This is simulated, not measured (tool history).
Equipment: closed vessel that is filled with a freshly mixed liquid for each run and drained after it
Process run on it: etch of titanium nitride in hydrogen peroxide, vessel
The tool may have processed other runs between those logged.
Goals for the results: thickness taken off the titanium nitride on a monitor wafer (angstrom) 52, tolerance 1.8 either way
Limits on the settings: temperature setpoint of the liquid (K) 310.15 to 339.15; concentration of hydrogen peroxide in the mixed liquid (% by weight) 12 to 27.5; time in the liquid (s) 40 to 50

run,hour,temperature setpoint of the liquid (K),concentration of hydrogen peroxide in the mixed liquid (% by weight),time in the liquid (s),thickness taken off the titanium nitride on a monitor wafer (angstrom)
1,0,326.15,18.5,50,28.674
2,7.6,327.65,18.5,50,31.059
3,10.3,327.65,18.5,40,25.047
4,17.1,327.65,18.5,40,25.43
5,23.9,327.65,15,40,24
6,25.9,329.65,15.5,40,27.39
7,31.3,329.65,15.5,40,28.378
8,34.1,331.15,15.5,40,30.962
9,37.3,331.15,15.5,40,31.264
10,39.2,332.65,15.5,40,34.721
11,47.3,333.65,15.5,40,36.599
12,52.4,334.65,15.5,40,39.508
13,59.2,335.15,15.5,40,40.333
14,67,335.65,15.5,40,42.566
15,68.1,336.15,15.5,40,43.79
16,70.7,336.65,15.5,40,44.622

Pick the move, out of 5, that brings all results within their allowed miss; only one does.
A,73.3,334.65,12.5,50,?
B,73.3,333.65,15.5,40,?
C,73.3,336.15,13.5,50,?
D,73.3,339.15,13.5,45,?
E,73.3,338.15,16.5,45,?

move,thickness taken off the titanium nitride on a monitor wafer (angstrom)
A,47.317
B,37.014
C,53.172
D,58.362
E,57.004
A: closer than the last run, but not yet in spec
B: misses by more than the last run did
C: meets every target
D: carries the result that was furthest off beyond its target, to the other side
E: carries the result that was furthest off beyond its target, to the other side
C meets every target.

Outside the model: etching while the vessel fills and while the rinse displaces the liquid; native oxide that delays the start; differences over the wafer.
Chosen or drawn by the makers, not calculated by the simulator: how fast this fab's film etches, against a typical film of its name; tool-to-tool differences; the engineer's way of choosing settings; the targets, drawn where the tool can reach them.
